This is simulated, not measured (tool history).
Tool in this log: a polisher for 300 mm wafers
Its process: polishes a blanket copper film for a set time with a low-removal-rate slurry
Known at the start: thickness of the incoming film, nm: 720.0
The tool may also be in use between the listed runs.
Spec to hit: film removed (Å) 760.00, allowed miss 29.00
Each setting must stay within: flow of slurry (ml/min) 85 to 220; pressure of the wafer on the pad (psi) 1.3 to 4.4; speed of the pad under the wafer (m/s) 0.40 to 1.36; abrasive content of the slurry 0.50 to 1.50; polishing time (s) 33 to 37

run,hour,flow of slurry (ml/min),pressure of the wafer on the pad (psi),speed of the pad under the wafer (m/s),abrasive content of the slurry,polishing time (s),film removed (Å)
1,0.0,140,2.8,0.88,1.00,37,989.32
2,5.3,140,2.5,0.88,1.00,37,919.52
3,13.5,140,1.9,0.88,1.00,37,724.31
4,19.7,140,2.6,0.88,1.00,37,946.43
5,21.4,140,2.6,0.98,1.00,37,1060.00
6,22.7,155,2.6,0.98,1.00,37,1057.20
7,23.5,155,2.5,0.98,1.00,37,1034.30
8,32.1,155,2.4,0.98,1.00,37,998.62

4 candidate next runs follow, results not yet known. Just one meets every target within its allowed miss. Identify it.
A,40.7,180,2.6,0.74,1.15,33,?
B,40.7,170,1.8,0.88,1.10,35,?
C,40.7,125,2.4,1.00,1.00,34,?
D,40.7,160,2.3,0.94,1.05,33,?

move,film removed (Å)
A,787.53
B,706.94
C,912.85
D,849.40
A: each result inside its tolerance
B: takes the result that was furthest off past its target
C: nearer than the last run, and not there yet
D: nearer than the last run, and not there yet
The right move is A.

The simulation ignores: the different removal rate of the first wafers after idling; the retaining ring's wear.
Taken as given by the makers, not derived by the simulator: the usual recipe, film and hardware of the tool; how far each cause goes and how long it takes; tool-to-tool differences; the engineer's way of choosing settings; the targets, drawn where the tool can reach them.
